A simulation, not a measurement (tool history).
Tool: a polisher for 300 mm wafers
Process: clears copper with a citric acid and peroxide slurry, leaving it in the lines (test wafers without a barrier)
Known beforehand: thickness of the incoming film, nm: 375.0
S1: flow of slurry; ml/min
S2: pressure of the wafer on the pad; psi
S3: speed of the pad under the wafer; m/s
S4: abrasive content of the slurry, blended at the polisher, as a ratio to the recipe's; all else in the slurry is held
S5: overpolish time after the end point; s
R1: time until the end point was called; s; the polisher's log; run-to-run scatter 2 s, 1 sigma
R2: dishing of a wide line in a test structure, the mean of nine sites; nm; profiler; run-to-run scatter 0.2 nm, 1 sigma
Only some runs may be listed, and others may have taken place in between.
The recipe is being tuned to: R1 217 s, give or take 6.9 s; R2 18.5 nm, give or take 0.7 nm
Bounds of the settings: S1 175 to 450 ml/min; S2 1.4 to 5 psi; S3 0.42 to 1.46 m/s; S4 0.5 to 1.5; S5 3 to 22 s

run    day   S1   S2    S3    S4  S5      R1      R2
  1      0  290  3.2  0.94     1  11  164.97  16.425
  2  0.238  290    3  0.94     1  12   179.8  16.664
  3  0.525  290    3  0.94     1   8  176.19   11.67
  4  0.817  290    3  0.94  1.15   8  170.42  12.151
  5  0.975  290  2.9  0.94  1.15   9  174.93   13.03
  6  1.021  290  2.9  0.94  1.25   9   171.2   13.36
  7  1.054  290  2.7  0.94  1.25  10   180.4  14.108
  8  1.233  290  2.6  0.94  1.25  11  187.16  14.708
  9  1.304  275  2.1  0.92  1.25  16  236.26  16.898
 10  1.625  290  2.1  0.92  1.25  16  236.19  16.829
 11  1.846  290  2.2  0.92  1.25  16  226.16  17.427

Exactly one of the 4 candidate moves below puts every result within its allowed miss. Which one?
  A  2.067  285    2  0.96  1.25  20   ?   ?
  B  2.067  290  2.2  0.98   1.2  16   ?   ?
  C  2.067  290    2  1.04  1.25  14   ?   ?
  D  2.067  260    2  1.02   1.2  17   ?   ?

move      R1      R2
   A  235.98   20.93
   B  214.16  18.702
   C  218.06  16.211
   D  228.14  18.604
A: takes the biggest miss from the last run beyond its target
B: every result lands within tolerance
C: misses by more than the last run did
D: the furthest-off result lands on target, but another misses its tolerance
So the answer is move B, the one that meets all the targets.
